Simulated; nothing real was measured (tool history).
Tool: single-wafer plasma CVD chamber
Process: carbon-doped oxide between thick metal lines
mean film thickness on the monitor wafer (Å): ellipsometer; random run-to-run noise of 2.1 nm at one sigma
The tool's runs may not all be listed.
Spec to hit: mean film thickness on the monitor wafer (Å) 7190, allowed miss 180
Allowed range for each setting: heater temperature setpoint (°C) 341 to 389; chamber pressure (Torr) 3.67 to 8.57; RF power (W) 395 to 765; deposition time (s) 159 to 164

| run | hour | heater temperature setpoint (°C) | chamber pressure (Torr) | RF power (W) | deposition time (s) | mean film thickness on the monitor wafer (Å) |
|---|---|---|---|---|---|---|
| 1 | 0 | 365 | 6.12 | 580 | 159 | 7987.3 |
| 2 | 1.6 | 366 | 5.98 | 560 | 159 | 7787.8 |
| 3 | 5.1 | 366 | 5.98 | 610 | 159 | 8165.2 |
| 4 | 7.8 | 372 | 5.98 | 610 | 159 | 8077.1 |
| 5 | 9.2 | 372 | 5.98 | 610 | 159 | 8076.2 |
| 6 | 10.7 | 376 | 5.98 | 610 | 159 | 7977.8 |
| 7 | 16.7 | 377 | 5.86 | 590 | 159 | 7833.2 |
| 8 | 22 | 378 | 5.79 | 570 | 159 | 7609.2 |
| 9 | 30.6 | 378 | 5.79 | 570 | 159 | 7645.3 |
| 10 | 31.6 | 379 | 5.73 | 555 | 159 | 7485.3 |
| 11 | 40 | 379 | 5.67 | 545 | 159 | 7399.6 |

Which of these 5 next moves meets every target?
| A | 48.4 | 380 | 5.18 | 550 | 159 | ? |
| B | 48.4 | 382 | 5.75 | 540 | 164 | ? |
| C | 48.4 | 368 | 5.66 | 545 | 159 | ? |
| D | 48.4 | 376 | 6.32 | 525 | 164 | ? |
| E | 48.4 | 371 | 6.59 | 520 | 162 | ? |

| move | mean film thickness on the monitor wafer (Å) |
|---|---|
| A | 7229 |
| B | 7532.1 |
| C | 7527.4 |
| D | 7614.5 |
| E | 7591.9 |
A: in spec on every target
B: its largest miss is bigger than the last run's
C: its largest miss is bigger than the last run's
D: its largest miss is bigger than the last run's
E: its largest miss is bigger than the last run's
A meets every target.

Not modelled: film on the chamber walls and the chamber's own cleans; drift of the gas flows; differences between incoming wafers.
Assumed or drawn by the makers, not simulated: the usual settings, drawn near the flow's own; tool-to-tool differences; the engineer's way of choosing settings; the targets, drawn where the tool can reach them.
